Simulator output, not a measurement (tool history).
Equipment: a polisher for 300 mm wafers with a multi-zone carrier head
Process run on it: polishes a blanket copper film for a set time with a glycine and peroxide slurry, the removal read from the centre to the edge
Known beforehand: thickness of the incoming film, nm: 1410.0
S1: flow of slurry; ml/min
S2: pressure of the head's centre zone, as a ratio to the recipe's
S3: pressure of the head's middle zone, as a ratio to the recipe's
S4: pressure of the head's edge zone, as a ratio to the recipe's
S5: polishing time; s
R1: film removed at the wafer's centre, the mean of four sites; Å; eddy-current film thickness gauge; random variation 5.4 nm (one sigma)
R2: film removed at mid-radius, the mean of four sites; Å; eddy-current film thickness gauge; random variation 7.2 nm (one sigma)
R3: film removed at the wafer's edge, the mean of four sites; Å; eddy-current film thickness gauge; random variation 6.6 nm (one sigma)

run,hour,S1,S2,S3,S4,S5,R1,R2,R3
1,0,160,1,1,1,73,5107.6,5087.2,5056.7
2,5.1,160,1,0.97,1,73,5115.6,4941.6,5118.8
3,5.6,165,1.02,0.97,1.02,74,5270,5057.1,5165.7
4,7.2,170,1.04,0.95,1.03,76,5559.5,5028.2,5277.8
5,11.1,170,1.04,0.95,1.03,93,6784.7,6137.8,6631.4
6,20,175,1.05,0.94,1.03,93,6833.1,6220.2,6645
7,21.7,175,1.06,0.93,1.03,93,6950.4,6286.4,6490.2

Run 8 comes next. What will it give?
8,27,175,1.07,0.92,1.04,93,?,?,?

R1: 7007.1 Å
R2: 6136.8 Å
R3: 6639.6 Å
